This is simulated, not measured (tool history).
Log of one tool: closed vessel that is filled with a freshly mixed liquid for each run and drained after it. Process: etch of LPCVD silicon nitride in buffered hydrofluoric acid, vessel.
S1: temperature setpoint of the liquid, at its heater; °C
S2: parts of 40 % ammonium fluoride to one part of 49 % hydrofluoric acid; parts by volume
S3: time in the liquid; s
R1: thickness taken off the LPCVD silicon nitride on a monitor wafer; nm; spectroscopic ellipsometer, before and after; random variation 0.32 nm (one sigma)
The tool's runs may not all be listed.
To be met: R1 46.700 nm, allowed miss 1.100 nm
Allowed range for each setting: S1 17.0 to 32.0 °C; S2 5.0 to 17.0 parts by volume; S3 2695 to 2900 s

| run | hour | S1 | S2 | S3 | R1 |
|---|---|---|---|---|---|
| 1 | 0.0 | 24.0 | 10.5 | 2695 | 30.933 |
| 2 | 2.8 | 24.0 | 12.0 | 2695 | 27.287 |
| 3 | 6.9 | 25.0 | 12.0 | 2695 | 28.430 |
| 4 | 13.3 | 26.0 | 12.0 | 2695 | 30.020 |
| 5 | 19.8 | 26.5 | 12.0 | 2695 | 31.439 |
| 6 | 23.5 | 26.5 | 12.0 | 2695 | 30.869 |
| 7 | 30.1 | 27.0 | 12.0 | 2695 | 31.668 |
| 8 | 36.0 | 27.5 | 12.0 | 2695 | 32.647 |
| 9 | 42.1 | 28.0 | 12.0 | 2695 | 33.694 |
| 10 | 42.7 | 28.5 | 12.0 | 2695 | 34.564 |
| 11 | 45.5 | 28.5 | 12.0 | 2695 | 34.744 |
| 12 | 48.6 | 29.0 | 12.0 | 2695 | 34.951 |
| 13 | 52.1 | 29.5 | 12.0 | 2695 | 36.158 |
| 14 | 58.0 | 30.0 | 12.0 | 2695 | 36.847 |
| 15 | 65.9 | 31.0 | 11.0 | 2700 | 42.778 |

Which of these 4 next moves meets every target?
| A | 73.8 | 31.0 | 12.5 | 2830 | ? |
| B | 73.8 | 32.0 | 10.5 | 2695 | ? |
| C | 73.8 | 29.5 | 12.0 | 2880 | ? |
| D | 73.8 | 32.0 | 12.0 | 2695 | ? |

| move | R1 |
|---|---|
| A | 40.056 |
| B | 47.617 |
| C | 39.213 |
| D | 41.814 |
A: lands further from the targets than the last run did
B: in spec on every target
C: lands further from the targets than the last run did
D: lands further from the targets than the last run did
Move B is the one to make.
